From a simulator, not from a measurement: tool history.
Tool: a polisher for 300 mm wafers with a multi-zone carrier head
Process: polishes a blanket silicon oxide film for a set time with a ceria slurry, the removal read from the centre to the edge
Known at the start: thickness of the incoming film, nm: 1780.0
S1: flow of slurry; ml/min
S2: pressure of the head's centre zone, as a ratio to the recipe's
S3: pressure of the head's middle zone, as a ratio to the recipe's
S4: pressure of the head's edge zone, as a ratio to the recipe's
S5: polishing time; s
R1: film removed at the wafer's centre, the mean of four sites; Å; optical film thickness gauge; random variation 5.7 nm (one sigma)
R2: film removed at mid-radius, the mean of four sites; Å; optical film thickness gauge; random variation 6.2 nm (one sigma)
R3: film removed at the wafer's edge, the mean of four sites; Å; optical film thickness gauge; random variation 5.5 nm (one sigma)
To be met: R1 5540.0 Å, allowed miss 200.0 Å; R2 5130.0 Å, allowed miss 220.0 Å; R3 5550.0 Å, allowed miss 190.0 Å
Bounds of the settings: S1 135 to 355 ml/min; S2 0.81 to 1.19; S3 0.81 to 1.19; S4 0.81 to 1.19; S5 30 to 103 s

run    day   S1    S2    S3    S4  S5      R1      R2      R3
  1  0.000  225  1.00  1.00  1.00  66  4102.9  4129.6  4010.5
  2  0.312  170  1.00  1.00  1.00  66  3810.3  3933.0  3932.2
  3  0.612  180  1.02  0.99  1.05  71  4374.9  4282.7  4472.4
  4  0.804  180  1.10  0.99  1.05  71  4617.3  4357.2  4449.7
  5  0.979  195  1.10  1.00  1.09  73  4732.6  4433.4  4573.0
  6  1.279  195  1.13  1.00  1.09  73  4984.6  4512.3  4555.4
  7  1.458  190  1.11  1.00  1.10  77  5124.5  4750.6  4900.9
  8  1.746  190  1.10  1.00  1.12  79  5088.4  4867.0  5044.0
  9  2.021  195  1.11  0.99  1.13  81  5349.0  4987.2  5152.7
 10  2.229  185  1.11  0.98  1.14  83  5487.2  4969.4  5360.6
 11  2.354  185  1.11  0.98  1.14  83  5429.2  5039.2  5395.1

Which of these 5 next moves meets every target?
  A  2.479  160  1.11  1.17  1.16  81   ?   ?   ?
  B  2.479  175  1.19  0.98  1.12  81   ?   ?   ?
  C  2.479  175  1.12  0.99  1.16  85   ?   ?   ?
  D  2.479  155  1.00  0.98  1.15  88   ?   ?   ?
  E  2.479  195  1.13  1.00  1.06  83   ?   ?   ?

move      R1      R2      R3
   A  5181.2  5443.7  5153.6
   B  5639.3  4800.4  5141.1
   C  5589.9  5079.9  5492.6
   D  5058.7  5090.6  5559.5
   E  5626.0  5098.9  5196.5
A: further off than the last run
B: further off than the last run
C: meets every target
D: brings the result that was furthest off to its target, and leaves another outside
E: further off than the last run
The right move is C.
